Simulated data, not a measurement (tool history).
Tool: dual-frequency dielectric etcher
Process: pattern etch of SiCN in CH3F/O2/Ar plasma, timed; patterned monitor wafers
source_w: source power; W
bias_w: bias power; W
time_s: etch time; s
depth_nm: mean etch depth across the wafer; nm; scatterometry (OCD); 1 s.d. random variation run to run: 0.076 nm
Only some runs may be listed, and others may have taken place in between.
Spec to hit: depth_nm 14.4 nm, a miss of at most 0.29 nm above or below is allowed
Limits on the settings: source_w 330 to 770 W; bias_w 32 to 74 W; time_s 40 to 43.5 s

| run | day | source_w | bias_w | time_s | depth_nm |
|---|---|---|---|---|---|
| 1 | 0 | 550 | 53 | 43.5 | 17.098 |
| 2 | 0.05 | 550 | 53 | 43.5 | 17.027 |
| 3 | 0.396 | 550 | 53 | 43.5 | 17.164 |
| 4 | 0.608 | 500 | 51 | 43.5 | 16.588 |
| 5 | 0.738 | 470 | 47 | 43 | 15.38 |
| 6 | 1.067 | 450 | 47 | 43 | 15.291 |
| 7 | 1.158 | 430 | 47 | 43 | 15.068 |
| 8 | 1.367 | 410 | 47 | 43 | 14.821 |

Consider the 4 candidate settings below. Which is the only one whose results all fall within their allowed miss of target?
| A | 1.575 | 390 | 48 | 42 | ? |
| B | 1.575 | 460 | 51 | 41 | ? |
| C | 1.575 | 370 | 51 | 43.5 | ? |
| D | 1.575 | 350 | 57 | 43.5 | ? |

| move | depth_nm |
|---|---|
| A | 14.458 |
| B | 15.16 |
| C | 15.119 |
| D | 15.578 |
A: every result within its allowed miss
B: lands further from the targets than the last run did
C: lands further from the targets than the last run did
D: lands further from the targets than the last run did
A meets every target.

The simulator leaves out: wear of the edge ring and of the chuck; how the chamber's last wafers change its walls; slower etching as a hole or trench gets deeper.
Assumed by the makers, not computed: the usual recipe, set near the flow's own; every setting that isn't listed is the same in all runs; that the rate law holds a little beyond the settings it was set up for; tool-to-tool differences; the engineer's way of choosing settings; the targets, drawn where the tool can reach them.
